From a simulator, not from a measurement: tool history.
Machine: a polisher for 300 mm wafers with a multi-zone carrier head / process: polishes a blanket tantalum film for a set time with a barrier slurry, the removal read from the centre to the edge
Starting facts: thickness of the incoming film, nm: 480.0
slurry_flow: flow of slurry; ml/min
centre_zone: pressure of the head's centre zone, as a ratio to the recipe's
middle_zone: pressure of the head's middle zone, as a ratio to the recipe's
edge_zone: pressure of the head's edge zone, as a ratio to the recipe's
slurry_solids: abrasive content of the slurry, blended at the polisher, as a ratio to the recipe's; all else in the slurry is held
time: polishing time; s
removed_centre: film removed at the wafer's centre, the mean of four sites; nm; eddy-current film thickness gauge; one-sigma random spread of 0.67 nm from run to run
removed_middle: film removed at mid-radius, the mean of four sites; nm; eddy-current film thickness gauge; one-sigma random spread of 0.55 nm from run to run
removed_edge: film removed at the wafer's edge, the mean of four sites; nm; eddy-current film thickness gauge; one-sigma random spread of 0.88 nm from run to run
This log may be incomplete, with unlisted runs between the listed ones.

run 1 hour=0.0 | slurry_flow=230 centre_zone=1.00 middle_zone=1.00 edge_zone=1.00 slurry_solids=1.00 time=34 | removed_centre=50.405 removed_middle=50.278 removed_edge=51.295
run 2 hour=2.9 | slurry_flow=235 centre_zone=0.98 middle_zone=1.03 edge_zone=1.03 slurry_solids=1.10 time=34 | removed_centre=52.548 removed_middle=54.946 removed_edge=52.556
run 3 hour=8.3 | slurry_flow=215 centre_zone=0.94 middle_zone=1.03 edge_zone=1.07 slurry_solids=1.15 time=35 | removed_centre=50.863 removed_middle=55.939 removed_edge=55.925
run 4 hour=15.6 | slurry_flow=215 centre_zone=0.94 middle_zone=1.03 edge_zone=1.00 slurry_solids=1.15 time=35 | removed_centre=50.597 removed_middle=55.701 removed_edge=53.312
run 5 hour=21.2 | slurry_flow=225 centre_zone=0.92 middle_zone=1.04 edge_zone=1.04 slurry_solids=1.20 time=35 | removed_centre=50.354 removed_middle=56.823 removed_edge=56.416
run 6 hour=23.6 | slurry_flow=225 centre_zone=0.92 middle_zone=0.97 edge_zone=1.04 slurry_solids=1.20 time=35 | removed_centre=49.648 removed_middle=54.027 removed_edge=56.261
run 7 hour=27.9 | slurry_flow=235 centre_zone=0.91 middle_zone=1.00 edge_zone=1.07 slurry_solids=1.20 time=35 | removed_centre=50.286 removed_middle=56.450 removed_edge=57.098
run 8 hour=33.0 | slurry_flow=270 centre_zone=0.82 middle_zone=1.08 edge_zone=1.17 slurry_solids=1.40 time=35 | removed_centre=47.096 removed_middle=63.291 removed_edge=62.871

What will run 9 give?
run 9 hour=35.0 | slurry_flow=275 centre_zone=0.83 middle_zone=1.08 edge_zone=1.17 slurry_solids=1.40 time=35 | removed_centre=? removed_middle=? removed_edge=?

Logged for run 9: removed_centre 49.137 nm, removed_middle 63.907 nm, removed_edge 63.071 nm.

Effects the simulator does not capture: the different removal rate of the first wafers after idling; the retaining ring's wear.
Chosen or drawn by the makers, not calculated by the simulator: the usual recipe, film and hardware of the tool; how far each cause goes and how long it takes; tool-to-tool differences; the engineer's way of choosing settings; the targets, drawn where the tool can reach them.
